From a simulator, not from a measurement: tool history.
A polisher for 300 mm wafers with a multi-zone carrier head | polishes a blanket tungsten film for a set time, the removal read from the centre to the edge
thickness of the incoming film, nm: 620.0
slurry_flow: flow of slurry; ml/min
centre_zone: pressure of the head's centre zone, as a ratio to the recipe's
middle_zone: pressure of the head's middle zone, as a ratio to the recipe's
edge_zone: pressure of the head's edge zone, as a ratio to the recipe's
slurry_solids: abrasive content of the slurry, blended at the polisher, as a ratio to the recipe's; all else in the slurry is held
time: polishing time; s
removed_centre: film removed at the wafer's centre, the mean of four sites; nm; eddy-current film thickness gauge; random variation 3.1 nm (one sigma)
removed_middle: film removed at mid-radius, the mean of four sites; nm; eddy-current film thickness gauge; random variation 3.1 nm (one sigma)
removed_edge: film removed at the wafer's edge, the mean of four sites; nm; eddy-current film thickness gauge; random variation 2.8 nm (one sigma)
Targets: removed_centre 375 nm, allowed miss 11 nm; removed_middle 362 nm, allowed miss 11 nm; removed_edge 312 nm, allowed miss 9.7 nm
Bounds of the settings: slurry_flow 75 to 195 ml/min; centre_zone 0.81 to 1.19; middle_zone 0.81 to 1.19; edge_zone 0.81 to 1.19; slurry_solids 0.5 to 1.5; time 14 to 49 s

run	hour	slurry_flow	centre_zone	middle_zone	edge_zone	slurry_solids	time	removed_centre	removed_middle	removed_edge
1	0	125	1	1	1	1	31	228.53	231.66	234.64
2	0.6	105	1	1	1	1	31	219.3	220.13	228.63
3	8.4	105	1	1	1	1	36	251.73	262.95	264.7
4	13.5	105	1	1	1	1.15	36	262.64	276.01	271.4
5	17.2	105	1	1	1	1.35	36	278.85	286.07	288.15
6	22.9	115	1.02	1.01	0.99	1.35	36	289.98	294.96	290.62
7	31.6	125	1.04	1.02	0.98	1.35	36	303.79	303.16	291.24
8	33.4	160	1.11	1.1	0.98	1.4	36	347.43	338.54	306.89
9	38.8	165	1.11	1.11	0.98	1.4	36	344.75	345.47	309.72
10	41.3	170	1.12	1.11	0.97	1.4	36	350.55	345.43	305.43
# hour 42.6: worn pad replaced by a new one
11	42.6	195	1.15	1.13	0.98	1.4	36	420.18	410.65	354.98
12	47.8	190	1.15	1.13	0.98	1.4	36	421.29	407.16	356.29
13	48.5	185	1.15	1.13	0.98	1.4	36	414.21	406.36	349.45

4 next moves are on the table. One of them brings every result within its allowed miss. Which?
A	49.2	180	1.1	1.13	1.01	1.2	39	?	?	?
B	49.2	190	0.9	1.16	1.06	1.35	39	?	?	?
C	49.2	190	0.87	1.12	1.09	1.4	40	?	?	?
D	49.2	175	1.15	1.13	0.95	1.25	34	?	?	?

move	removed_centre	removed_middle	removed_edge
A	411.79	419.67	367.27
B	351.74	448.23	391.73
C	352.28	451.54	412.01
D	378.06	368.57	313.67
A: further off than the last run
B: further off than the last run
C: further off than the last run
D: meets every target
Answer: D
